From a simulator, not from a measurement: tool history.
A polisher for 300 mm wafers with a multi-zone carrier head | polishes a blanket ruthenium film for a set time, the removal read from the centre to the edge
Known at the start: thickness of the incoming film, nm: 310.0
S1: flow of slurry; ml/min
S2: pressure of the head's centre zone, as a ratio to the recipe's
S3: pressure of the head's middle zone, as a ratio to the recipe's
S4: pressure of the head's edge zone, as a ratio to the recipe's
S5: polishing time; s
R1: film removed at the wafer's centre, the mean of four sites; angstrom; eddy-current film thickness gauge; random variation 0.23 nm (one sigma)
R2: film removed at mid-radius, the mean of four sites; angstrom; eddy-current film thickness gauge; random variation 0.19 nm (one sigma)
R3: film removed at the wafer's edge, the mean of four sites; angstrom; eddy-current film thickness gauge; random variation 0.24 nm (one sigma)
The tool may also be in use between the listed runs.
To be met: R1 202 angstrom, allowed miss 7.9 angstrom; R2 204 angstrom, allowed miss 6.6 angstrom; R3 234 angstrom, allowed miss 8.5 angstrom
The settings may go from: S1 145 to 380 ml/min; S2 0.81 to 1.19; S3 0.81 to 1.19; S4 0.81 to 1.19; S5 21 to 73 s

run  hour   S1    S2    S3    S4  S5      R1      R2      R3
  1     0  245     1     1     1  47  396.56  381.19  380.08
  2   0.9  245     1  0.95     1  47  397.54  364.66  385.82
  3   2.3  230  0.95  0.92  0.98  40  319.92  307.99  319.03
  4   5.3  230  0.95  0.95  0.98  40  317.47  314.69  322.45
  5  13.2  230  0.95     1  0.98  40  325.28  331.01  322.53
  6  14.4  220  0.92  0.94     1  35  272.65  270.18  281.85
  7  22.1  210  0.89  0.92  1.02  33  246.75  249.02  268.45
  8  25.8  200  0.87   0.9  1.02  31  231.12  228.03   247.4
  9  30.1  195  0.85   0.9  1.04  30  215.82  224.45  245.12

5 next moves are on the table. One of them brings every result within its allowed miss. Which?
  A  34.4  200  0.86  0.94  0.92  32   ?   ?   ?
  B  34.4  220   0.9  1.01  1.04  28   ?   ?   ?
  C  34.4  245  0.95  0.82  0.97  30   ?   ?   ?
  D  34.4  145  0.81  0.86  0.99  31   ?   ?   ?
  E  34.4  215  0.92  0.88  0.97  28   ?   ?   ?

move      R1      R2      R3
   A  240.09  241.57  244.49
   B  219.89  227.84  229.16
   C  247.61  208.36  240.67
   D   208.1   203.6  234.07
   E  221.91  202.35  221.37
A: further off than the last run
B: further off than the last run
C: brings the result that was furthest off to its target, and leaves another outside
D: meets every target
E: brings the result that was furthest off to its target, and leaves another outside
The right move is D.

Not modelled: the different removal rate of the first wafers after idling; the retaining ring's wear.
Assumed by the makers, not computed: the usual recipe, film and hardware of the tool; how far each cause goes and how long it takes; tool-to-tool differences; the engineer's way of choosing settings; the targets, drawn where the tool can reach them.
